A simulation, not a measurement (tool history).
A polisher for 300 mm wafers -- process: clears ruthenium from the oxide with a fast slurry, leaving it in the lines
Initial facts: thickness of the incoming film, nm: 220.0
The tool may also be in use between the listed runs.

run	hour	flow of slurry (ml/min)	pressure of the wafer on the pad (kPa)	speed of the pad under the wafer (cm/s)	abrasive content of the slurry	overpolish time after the end point (s)	time until the end point was called (s)	dishing of a wide line in a test structure (Å)
1	0	280	13.1	106	1	10	70.885	280.77
2	6.9	320	13.1	106	1	10	71.109	283.08
3	10.4	290	13.1	106	1	10	70.67	287.71
4	17.8	290	13.1	106	1	13	70.038	357.48
5	24.6	260	13.1	106	1	13	71.912	365.96
6	30.3	260	13.1	106	1	15	72.107	414.44

Forecast run 7:
7	35.2	320	11.7	102	1	11	?	?

time until the end point was called (s): 81.011
dishing of a wide line in a test structure (Å): 269.25

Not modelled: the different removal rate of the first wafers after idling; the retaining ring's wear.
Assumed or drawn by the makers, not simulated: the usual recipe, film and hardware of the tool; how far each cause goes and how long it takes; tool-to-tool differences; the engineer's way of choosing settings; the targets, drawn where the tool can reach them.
